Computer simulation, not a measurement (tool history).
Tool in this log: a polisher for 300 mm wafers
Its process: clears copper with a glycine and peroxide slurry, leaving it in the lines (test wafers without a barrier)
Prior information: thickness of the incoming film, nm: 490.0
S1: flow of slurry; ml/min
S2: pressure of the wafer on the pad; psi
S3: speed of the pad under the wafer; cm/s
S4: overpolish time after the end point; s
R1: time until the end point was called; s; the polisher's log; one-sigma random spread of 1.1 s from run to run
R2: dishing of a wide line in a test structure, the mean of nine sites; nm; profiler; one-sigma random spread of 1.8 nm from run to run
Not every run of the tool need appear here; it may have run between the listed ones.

run	hour	S1	S2	S3	S4	R1	R2
1	0	225	3.5	130	22	69.288	84.234
2	2.4	225	3.1	128	24	77.456	86.081
3	5	225	3.1	128	32	77.503	99.174
4	9.4	175	3.1	128	32	78.485	96.212
5	10.8	175	3.9	128	32	66.312	112.87
6	13.5	175	3.4	126	32	75.544	99.755
7	16.8	175	3.1	126	32	79.243	96.066

Run 8, settings as shown, results not yet in. Your forecast:
8	25.4	175	2.8	126	32	?	?

{"run 8": {"R1": 87.07, "R2": 90.757}}
